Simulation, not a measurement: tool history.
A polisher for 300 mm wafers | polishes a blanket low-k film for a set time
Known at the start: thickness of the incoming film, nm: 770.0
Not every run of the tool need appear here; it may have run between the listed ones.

| run | day | flow of slurry (ml/min) | pressure of the wafer on the pad (kPa) | speed of the pad under the wafer (cm/s) | abrasive content of the slurry | polishing time (s) | film removed (angstrom) |
|---|---|---|---|---|---|---|---|
| 1 | 0 | 140 | 9.7 | 120 | 1 | 100 | 351.21 |
| 2 | 0.092 | 145 | 10.3 | 120 | 1 | 100 | 377.02 |
| 3 | 0.371 | 145 | 10.3 | 120 | 1 | 105 | 391.3 |
| 4 | 0.583 | 145 | 11 | 120 | 1 | 105 | 416.54 |
| 5 | 0.833 | 145 | 11 | 120 | 0.9 | 105 | 399.14 |
| 6 | 0.962 | 120 | 11 | 120 | 0.9 | 105 | 390.61 |
| 7 | 1.233 | 120 | 11.7 | 120 | 0.9 | 105 | 416.24 |
| 8 | 1.358 | 120 | 12.4 | 120 | 0.9 | 105 | 431.21 |

Run 9 comes next. What will it give?
| 9 | 1.562 | 125 | 13.1 | 120 | 0.9 | 105 | ? |

{"run 9": {"film removed (angstrom)": 465.32}}

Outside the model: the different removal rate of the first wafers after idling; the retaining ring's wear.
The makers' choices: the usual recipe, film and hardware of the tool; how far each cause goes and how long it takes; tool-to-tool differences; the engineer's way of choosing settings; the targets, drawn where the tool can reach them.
